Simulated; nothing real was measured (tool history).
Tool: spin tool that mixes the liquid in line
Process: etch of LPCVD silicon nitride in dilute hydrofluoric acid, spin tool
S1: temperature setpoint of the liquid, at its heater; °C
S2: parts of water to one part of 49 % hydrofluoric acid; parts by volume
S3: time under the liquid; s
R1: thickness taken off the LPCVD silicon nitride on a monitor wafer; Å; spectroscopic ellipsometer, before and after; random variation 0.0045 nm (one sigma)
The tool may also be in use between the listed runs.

| run | hour | S1 | S2 | S3 | R1 |
|---|---|---|---|---|---|
| 1 | 0.0 | 22.0 | 165 | 60 | 1.53540 |
| 2 | 0.9 | 21.5 | 175 | 60 | 1.42390 |
| 3 | 2.2 | 21.0 | 185 | 60 | 1.30400 |
| 4 | 3.6 | 18.0 | 185 | 60 | 0.97473 |
| 5 | 4.6 | 18.0 | 165 | 60 | 1.15750 |
| 6 | 8.4 | 21.0 | 165 | 60 | 1.36580 |
| 7 | 11.3 | 20.5 | 175 | 60 | 1.24090 |

Run 8 comes next. What will it give?
| 8 | 13.1 | 20.0 | 180 | 60 | ? |

R1: 1.27120 Å
